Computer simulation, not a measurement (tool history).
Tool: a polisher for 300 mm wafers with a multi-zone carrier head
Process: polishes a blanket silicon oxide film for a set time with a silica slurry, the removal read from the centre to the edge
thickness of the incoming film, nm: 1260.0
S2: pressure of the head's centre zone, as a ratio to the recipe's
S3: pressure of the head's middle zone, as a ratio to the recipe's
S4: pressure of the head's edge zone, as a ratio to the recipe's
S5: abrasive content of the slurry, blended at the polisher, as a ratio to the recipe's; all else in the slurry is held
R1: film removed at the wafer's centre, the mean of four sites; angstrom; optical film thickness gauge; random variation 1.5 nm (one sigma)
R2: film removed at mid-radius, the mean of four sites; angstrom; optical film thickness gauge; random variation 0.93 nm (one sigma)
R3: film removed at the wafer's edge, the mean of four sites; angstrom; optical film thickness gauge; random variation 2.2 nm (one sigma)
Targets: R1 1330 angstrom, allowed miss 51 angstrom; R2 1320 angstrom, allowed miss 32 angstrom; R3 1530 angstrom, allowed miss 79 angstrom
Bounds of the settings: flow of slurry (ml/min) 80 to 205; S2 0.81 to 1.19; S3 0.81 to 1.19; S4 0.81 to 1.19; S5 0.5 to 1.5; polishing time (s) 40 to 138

{"run": 1, "hour": 0.0, "flow of slurry (ml/min)": 135, "S2": 1, "S3": 1, "S4": 1, "S5": 1, "polishing time (s)": 88, "R1": 2750.2, "R2": 2758.8, "R3": 2716.9}
{"run": 2, "hour": 4.5, "flow of slurry (ml/min)": 135, "S2": 1, "S3": 1, "S4": 0.91, "S5": 1, "polishing time (s)": 88, "R1": 2715.8, "R2": 2730.2, "R3": 2621.2}
{"run": 3, "hour": 13.0, "flow of slurry (ml/min)": 130, "S2": 0.98, "S3": 0.97, "S4": 0.91, "S5": 0.9, "polishing time (s)": 84, "R1": 2428.6, "R2": 2495.3, "R3": 2436.8}
{"run": 4, "hour": 14.9, "flow of slurry (ml/min)": 130, "S2": 0.98, "S3": 0.97, "S4": 0.98, "S5": 0.9, "polishing time (s)": 84, "R1": 2408.7, "R2": 2489.5, "R3": 2464.7}
{"run": 5, "hour": 17.4, "flow of slurry (ml/min)": 130, "S2": 0.9, "S3": 0.97, "S4": 0.98, "S5": 0.9, "polishing time (s)": 84, "R1": 2295.1, "R2": 2474.1, "R3": 2490.2}
{"run": 6, "hour": 21.5, "flow of slurry (ml/min)": 125, "S2": 0.91, "S3": 0.94, "S4": 1, "S5": 0.85, "polishing time (s)": 79, "R1": 2105.5, "R2": 2214.6, "R3": 2359.1}
{"run": 7, "hour": 26.9, "flow of slurry (ml/min)": 120, "S2": 0.92, "S3": 0.92, "S4": 0.99, "S5": 0.8, "polishing time (s)": 75, "R1": 1932.4, "R2": 2014.5, "R3": 2129.1}
{"run": 8, "hour": 30.6, "flow of slurry (ml/min)": 85, "S2": 0.92, "S3": 0.82, "S4": 1.07, "S5": 0.55, "polishing time (s)": 60, "R1": 1239.1, "R2": 1229.4, "R3": 1498}
{"run": 9, "hour": 36.8, "flow of slurry (ml/min)": 90, "S2": 0.92, "S3": 0.82, "S4": 1.07, "S5": 0.55, "polishing time (s)": 60, "R1": 1302.8, "R2": 1243, "R3": 1514.4}
{"run": 10, "hour": 43.8, "flow of slurry (ml/min)": 90, "S2": 0.92, "S3": 0.83, "S4": 1.07, "S5": 0.55, "polishing time (s)": 60, "R1": 1289.1, "R2": 1254.5, "R3": 1514.5}

5 next moves are on the table. One of them brings every result within its allowed miss. Which?
{"run": "A", "hour": 50.8, "flow of slurry (ml/min)": 85, "S2": 0.91, "S3": 0.88, "S4": 1.04, "S5": 0.6, "polishing time (s)": 58, "R1": "?", "R2": "?", "R3": "?"}
{"run": "B", "hour": 50.8, "flow of slurry (ml/min)": 105, "S2": 0.94, "S3": 0.9, "S4": 0.98, "S5": 0.6, "polishing time (s)": 54, "R1": "?", "R2": "?", "R3": "?"}
{"run": "C", "hour": 50.8, "flow of slurry (ml/min)": 105, "S2": 0.95, "S3": 0.96, "S4": 1.01, "S5": 0.5, "polishing time (s)": 55, "R1": "?", "R2": "?", "R3": "?"}
{"run": "D", "hour": 50.8, "flow of slurry (ml/min)": 95, "S2": 0.97, "S3": 0.9, "S4": 1.13, "S5": 0.55, "polishing time (s)": 58, "R1": "?", "R2": "?", "R3": "?"}
{"run": "E", "hour": 50.8, "flow of slurry (ml/min)": 80, "S2": 0.91, "S3": 0.82, "S4": 1.07, "S5": 0.55, "polishing time (s)": 63, "R1": "?", "R2": "?", "R3": "?"}

move=A R1=1230.3 R2=1257.8 R3=1408.4
move=B R1=1282.2 R2=1281.8 R3=1338.7
move=C R1=1261 R2=1306.3 R3=1323.2
move=D R1=1330.8 R2=1303.4 R3=1477.2
move=E R1=1269.4 R2=1243.6 R3=1495.3
A: as far off as the last run
B: further off than the last run
C: brings the result that was furthest off to its target, and leaves another outside
D: meets every target
E: further off than the last run
The right move is D.
